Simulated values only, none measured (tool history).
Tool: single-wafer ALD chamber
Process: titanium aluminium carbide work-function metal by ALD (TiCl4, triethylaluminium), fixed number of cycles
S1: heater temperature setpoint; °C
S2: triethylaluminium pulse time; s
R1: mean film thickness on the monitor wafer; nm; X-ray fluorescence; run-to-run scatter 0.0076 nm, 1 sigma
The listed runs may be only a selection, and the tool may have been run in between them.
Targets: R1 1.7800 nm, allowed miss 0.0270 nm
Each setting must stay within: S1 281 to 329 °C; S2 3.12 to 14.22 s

run 1 hour=0.0 | S1=305 S2=8.67 | R1=1.9809
run 2 hour=3.3 | S1=305 S2=10.34 | R1=2.0133
run 3 hour=11.0 | S1=301 S2=10.34 | R1=1.9894
run 4 hour=17.1 | S1=301 S2=12.49 | R1=2.0129
run 5 hour=18.6 | S1=301 S2=10.79 | R1=1.9990
run 6 hour=26.4 | S1=294 S2=10.79 | R1=1.9376
run 7 hour=29.9 | S1=292 S2=10.19 | R1=1.9121
run 8 hour=38.4 | S1=290 S2=9.70 | R1=1.8900
run 9 hour=41.3 | S1=288 S2=9.26 | R1=1.8559
run 10 hour=50.0 | S1=287 S2=9.08 | R1=1.8527
run 11 hour=51.3 | S1=286 S2=8.82 | R1=1.8315

Which one of the following 4 next-run settings gets every result inside its allowed miss? There is exactly one.
run A hour=52.6 | S1=282 S2=8.18 | R1=?
run B hour=52.6 | S1=297 S2=7.40 | R1=?
run C hour=52.6 | S1=288 S2=8.54 | R1=?
run D hour=52.6 | S1=288 S2=9.80 | R1=?

move=A R1=1.7749
move=B R1=1.8489
move=C R1=1.8365
move=D R1=1.8758
A: every result within its allowed miss
B: misses by more than the last run did
C: misses by more than the last run did
D: misses by more than the last run did
Move A is the one to make.
